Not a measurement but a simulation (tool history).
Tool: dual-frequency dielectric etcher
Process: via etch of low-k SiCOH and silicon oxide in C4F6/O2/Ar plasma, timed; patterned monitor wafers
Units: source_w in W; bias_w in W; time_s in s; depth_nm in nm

{"run": 1, "hour": 0.0, "source_w": 420, "bias_w": 178, "time_s": 88.5, "depth_nm": 262.23}
{"run": 2, "hour": 1.5, "source_w": 420, "bias_w": 178, "time_s": 92.0, "depth_nm": 272.64}
{"run": 3, "hour": 4.7, "source_w": 420, "bias_w": 164, "time_s": 92.0, "depth_nm": 268.35}
{"run": 4, "hour": 9.8, "source_w": 420, "bias_w": 177, "time_s": 92.0, "depth_nm": 273.33}
{"run": 5, "hour": 13.9, "source_w": 420, "bias_w": 156, "time_s": 92.0, "depth_nm": 265.14}
{"run": 6, "hour": 17.3, "source_w": 370, "bias_w": 156, "time_s": 92.0, "depth_nm": 248.45}
{"run": 7, "hour": 23.1, "source_w": 350, "bias_w": 155, "time_s": 92.0, "depth_nm": 239.85}

Run 8 comes next. What will it give?
{"run": 8, "hour": 24.3, "source_w": 340, "bias_w": 155, "time_s": 92.0, "depth_nm": "?"}

Run 8 gave depth_nm 237.04 nm.
